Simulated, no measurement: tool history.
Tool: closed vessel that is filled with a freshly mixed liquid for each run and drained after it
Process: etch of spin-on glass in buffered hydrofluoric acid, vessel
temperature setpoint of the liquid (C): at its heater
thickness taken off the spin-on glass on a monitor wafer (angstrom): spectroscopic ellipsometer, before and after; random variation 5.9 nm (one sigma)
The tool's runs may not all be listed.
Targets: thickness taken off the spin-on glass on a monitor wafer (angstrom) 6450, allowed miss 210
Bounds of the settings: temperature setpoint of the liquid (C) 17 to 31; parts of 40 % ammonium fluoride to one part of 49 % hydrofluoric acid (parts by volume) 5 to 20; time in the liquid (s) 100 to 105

run	day	temperature setpoint of the liquid (C)	parts of 40 % ammonium fluoride to one part of 49 % hydrofluoric acid (parts by volume)	time in the liquid (s)	thickness taken off the spin-on glass on a monitor wafer (angstrom)
1	0	23	12	100	2370.9
2	0.021	23	10.5	100	2658.8
3	0.267	24	10	100	2960.3
4	0.317	24.5	9.5	100	3115.3
5	0.6	25	9	100	3312.3
6	0.888	25.5	8.5	100	3664.3
7	1.021	26	8	100	4065.8
8	1.375	26.5	8	100	4075.3
9	1.558	27	8	100	4309.1
10	1.671	27.5	8	100	4345.4
11	2.025	28	8	100	4441.3
12	2.325	28.5	8	100	4671.4
13	2.412	29	8	100	4771.2
14	2.438	30	7	100	5718.8

5 next moves are on the table. One of them brings every result within its allowed miss. Which?
A	2.462	27.5	7.5	100	?
B	2.462	28	6	100	?
C	2.462	31	7	105	?
D	2.462	29.5	8	100	?
E	2.462	29	8	105	?

move	thickness taken off the spin-on glass on a monitor wafer (angstrom)
A	4685.5
B	5926.3
C	6390.3
D	4865.6
E	4974
A: further off than the last run
B: nearer than the last run, and not there yet
C: meets every target
D: further off than the last run
E: further off than the last run
Answer: C
